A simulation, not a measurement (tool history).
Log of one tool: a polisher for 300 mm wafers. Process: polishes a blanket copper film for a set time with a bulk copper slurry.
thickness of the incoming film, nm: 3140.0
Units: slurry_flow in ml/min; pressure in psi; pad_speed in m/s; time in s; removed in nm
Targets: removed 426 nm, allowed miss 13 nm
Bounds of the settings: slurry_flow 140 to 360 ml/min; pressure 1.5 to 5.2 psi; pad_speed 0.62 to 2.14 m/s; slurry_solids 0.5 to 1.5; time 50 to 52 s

run  hour  slurry_flow  pressure  pad_speed  slurry_solids  time  removed
  1     0          230       3.3       1.38              1    50   807.66
  2   8.7          230       3.3       1.38            1.2    50   843.19
  3   9.9          255       3.3       1.38            1.2    50   859.31
  4  15.6          255       3.3       1.38           1.15    50   835.61
  5  20.9          255       3.3       1.38           1.15    52   876.93
  6  26.1          255       2.5       1.38           1.15    52    680.3
  7  32.2          255       2.2       1.32           1.15    52   589.39
  8    35          255         2       1.28           1.15    52   529.59
  9  38.5          245       1.5        1.2           1.15    52   398.98
 10  42.2          255       1.5        1.2           1.15    52    402.1
 11  43.8          260       1.5        1.2           1.15    52   402.43

Which of these 4 next moves meets every target?
  A  45.4          265       1.6       1.46            1.1    50        ?
  B  45.4          280       1.5        1.4           1.15    52        ?
  C  45.4          255       1.5       1.32            1.2    51        ?
  D  45.4          275       1.6       1.42           0.95    52        ?

move  removed
   A   479.27
   B    462.3
   C   431.03
   D   472.02
A: takes the result that was furthest off past its target
B: takes the result that was furthest off past its target
C: meets every target
D: takes the result that was furthest off past its target
Answer: C

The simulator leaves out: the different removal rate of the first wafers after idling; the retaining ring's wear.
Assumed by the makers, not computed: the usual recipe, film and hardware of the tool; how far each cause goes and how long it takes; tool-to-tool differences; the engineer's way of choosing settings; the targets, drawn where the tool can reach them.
